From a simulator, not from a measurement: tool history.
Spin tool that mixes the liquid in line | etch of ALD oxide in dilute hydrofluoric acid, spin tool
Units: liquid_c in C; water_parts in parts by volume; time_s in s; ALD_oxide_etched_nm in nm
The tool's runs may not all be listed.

run  hour  liquid_c  water_parts  time_s  ALD_oxide_etched_nm
  1     0        25           95      40               7.4043
  2   0.8        25          115      40               5.9356
  3   3.8        24          115      40               5.7067
  4  10.9        24          145      40               4.4131
  5  17.7        27          145      40               4.8927
  6  22.6        29          145      40               5.2683

Run 7 comes next. What will it give?
  7  28.7        28          145      40                    ?

Run 7 gave ALD_oxide_etched_nm 5.1383 nm.

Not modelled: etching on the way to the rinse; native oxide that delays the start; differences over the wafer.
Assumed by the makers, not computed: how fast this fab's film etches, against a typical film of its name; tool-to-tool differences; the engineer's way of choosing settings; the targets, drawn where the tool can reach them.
